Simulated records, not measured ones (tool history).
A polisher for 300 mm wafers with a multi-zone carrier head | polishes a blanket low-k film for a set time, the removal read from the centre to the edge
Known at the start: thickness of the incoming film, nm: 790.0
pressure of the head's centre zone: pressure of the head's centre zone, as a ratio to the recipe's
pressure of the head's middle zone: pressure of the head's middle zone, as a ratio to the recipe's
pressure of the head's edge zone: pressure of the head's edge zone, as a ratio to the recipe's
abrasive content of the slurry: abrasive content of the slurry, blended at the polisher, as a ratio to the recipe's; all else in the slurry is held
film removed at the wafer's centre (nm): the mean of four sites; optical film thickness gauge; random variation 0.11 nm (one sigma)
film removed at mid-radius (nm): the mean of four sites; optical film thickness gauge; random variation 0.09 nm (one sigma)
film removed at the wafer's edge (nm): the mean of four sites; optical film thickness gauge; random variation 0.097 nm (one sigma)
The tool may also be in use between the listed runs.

| run | hour | flow of slurry (ml/min) | pressure of the head's centre zone | pressure of the head's middle zone | pressure of the head's edge zone | abrasive content of the slurry | polishing time (s) | film removed at the wafer's centre (nm) | film removed at mid-radius (nm) | film removed at the wafer's edge (nm) |
|---|---|---|---|---|---|---|---|---|---|---|
| 1 | 0 | 230 | 1 | 1 | 1 | 1 | 40 | 13.313 | 12.998 | 13.317 |
| 2 | 7.1 | 230 | 1 | 1 | 1 | 1.2 | 40 | 14.235 | 13.862 | 14.284 |
| 3 | 14.1 | 230 | 1 | 1 | 1 | 1.2 | 32 | 11.304 | 11.344 | 11.44 |
| 4 | 16 | 265 | 1 | 1 | 1 | 1.2 | 32 | 11.549 | 11.325 | 11.714 |
| 5 | 23.1 | 255 | 0.99 | 0.98 | 0.96 | 1.05 | 32 | 10.965 | 10.52 | 10.717 |
| 6 | 28.5 | 250 | 0.96 | 0.96 | 0.93 | 0.95 | 32 | 10.027 | 9.8042 | 9.97 |

The next listed run, before its measurement:
| 7 | 35.5 | 245 | 0.94 | 0.94 | 0.9 | 0.9 | 32 | ? | ? | ? |

film removed at the wafer's centre (nm): 9.3762
film removed at mid-radius (nm): 9.3517
film removed at the wafer's edge (nm): 9.5663
